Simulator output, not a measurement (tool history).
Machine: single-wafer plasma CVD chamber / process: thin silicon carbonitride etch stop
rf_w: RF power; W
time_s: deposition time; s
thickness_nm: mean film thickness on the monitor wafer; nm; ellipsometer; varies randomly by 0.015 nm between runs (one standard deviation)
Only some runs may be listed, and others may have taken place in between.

run    day  rf_w  time_s  thickness_nm
  1      0   225    17.2        9.3075
  2  0.175   210    16.5        8.7391
  3  0.312   210    14.5        7.6644
  4  0.571   205    14.5        7.6075
  5  0.804   205      16        8.3658
  6  0.942   195    15.7        8.0941

Run 7, settings as shown, results not yet in. Your forecast:
  7  0.979   160    14.7             ?

Run 7 measured thickness_nm 7.022 nm.
